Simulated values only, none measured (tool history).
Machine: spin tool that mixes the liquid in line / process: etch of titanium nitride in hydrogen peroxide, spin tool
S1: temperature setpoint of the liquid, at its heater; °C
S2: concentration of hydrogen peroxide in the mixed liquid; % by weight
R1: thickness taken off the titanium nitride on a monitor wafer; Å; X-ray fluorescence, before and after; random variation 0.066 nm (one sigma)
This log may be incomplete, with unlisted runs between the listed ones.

run 1 hour=0.0 | S1=55.0 S2=16.5 time_under_the_liquid_(s)=45 | R1=35.818
run 2 hour=1.3 | S1=55.0 S2=18.0 time_under_the_liquid_(s)=45 | R1=36.721
run 3 hour=6.3 | S1=57.0 S2=18.0 time_under_the_liquid_(s)=45 | R1=42.738
run 4 hour=11.9 | S1=58.5 S2=18.0 time_under_the_liquid_(s)=45 | R1=47.293
run 5 hour=13.1 | S1=58.5 S2=18.0 time_under_the_liquid_(s)=35 | R1=36.756
run 6 hour=16.1 | S1=63.0 S2=18.0 time_under_the_liquid_(s)=35 | R1=50.566
run 7 hour=19.1 | S1=63.5 S2=19.0 time_under_the_liquid_(s)=35 | R1=52.293
run 8 hour=21.0 | S1=64.0 S2=20.0 time_under_the_liquid_(s)=35 | R1=54.530
run 9 hour=24.6 | S1=64.5 S2=21.0 time_under_the_liquid_(s)=35 | R1=56.881
run 10 hour=28.0 | S1=65.0 S2=22.0 time_under_the_liquid_(s)=35 | R1=59.745
run 11 hour=29.0 | S1=65.0 S2=22.5 time_under_the_liquid_(s)=35 | R1=59.742

Expected results for the next run?
run 12 hour=31.3 | S1=65.0 S2=23.0 time_under_the_liquid_(s)=35 | R1=?

R1: 60.325 Å
